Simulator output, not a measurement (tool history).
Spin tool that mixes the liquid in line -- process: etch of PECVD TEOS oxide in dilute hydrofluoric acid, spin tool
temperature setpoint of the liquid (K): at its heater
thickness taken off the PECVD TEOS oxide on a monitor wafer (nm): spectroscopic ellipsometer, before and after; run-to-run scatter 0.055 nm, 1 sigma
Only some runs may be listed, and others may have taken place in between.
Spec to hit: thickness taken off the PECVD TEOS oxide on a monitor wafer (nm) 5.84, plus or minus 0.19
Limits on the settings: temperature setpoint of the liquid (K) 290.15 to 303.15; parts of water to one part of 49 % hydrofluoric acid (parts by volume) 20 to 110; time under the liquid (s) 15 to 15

run  hour  temperature setpoint of the liquid (K)  parts of water to one part of 49 % hydrofluoric acid (parts by volume)  time under the liquid (s)  thickness taken off the PECVD TEOS oxide on a monitor wafer (nm)
  1     0                                  295.15                                                                      60                         15                                                            2.9016
  2   5.5                                  295.15                                                                      60                         15                                                            2.8701
  3     9                                  295.15                                                                      60                         15                                                            2.8686
  4  17.4                                  295.15                                                                      70                         15                                                            2.4647
  5  21.5                                  295.15                                                                      70                         15                                                            2.4404
  6  27.9                                  296.15                                                                      65                         15                                                            2.7036
  7  34.5                                  296.65                                                                      60                         15                                                            3.0138
  8    43                                  297.15                                                                      55                         15                                                            3.3968
  9  51.3                                  297.65                                                                      50                         15                                                            3.8646
 10  58.9                                  298.15                                                                      50                         15                                                            3.9562
 11    66                                  298.65                                                                      50                         15                                                            4.0145
 12  70.1                                  299.15                                                                      50                         15                                                            4.1311
 13  75.5                                  299.65                                                                      50                         15                                                            4.2175
 14  82.6                                  300.15                                                                      50                         15                                                            4.2722
 15  84.3                                  300.15                                                                      50                         15                                                            4.3077
 16    89                                  300.65                                                                      50                         15                                                            4.3197
 17  95.8                                  301.15                                                                      50                         15                                                            4.3965
 18  98.6                                  302.15                                                                      45                         15                                                            5.1408

Exercise: of the 5 proposed moves below, exactly one satisfies all targets within the stated allowed misses. Which move is it?
  A  101.4                                  302.65                                                                      45                         15                                                                 ?
  B  101.4                                  303.15                                                                      45                         15                                                                 ?
  C  101.4                                  300.15                                                                      40                         15                                                                 ?
  D  101.4                                  296.15                                                                      35                         15                                                                 ?
  E  101.4                                  301.65                                                                      40                         15                                                                 ?

move  thickness taken off the PECVD TEOS oxide on a monitor wafer (nm)
   A                                                            5.3164
   B                                                            5.4224
   C                                                            5.4513
   D                                                            5.3187
   E                                                            5.7911
A: an improvement on the last run, though not all results are within tolerance
B: an improvement on the last run, though not all results are within tolerance
C: an improvement on the last run, though not all results are within tolerance
D: an improvement on the last run, though not all results are within tolerance
E: in spec on every target
E is the move that brings every result within its allowed miss.
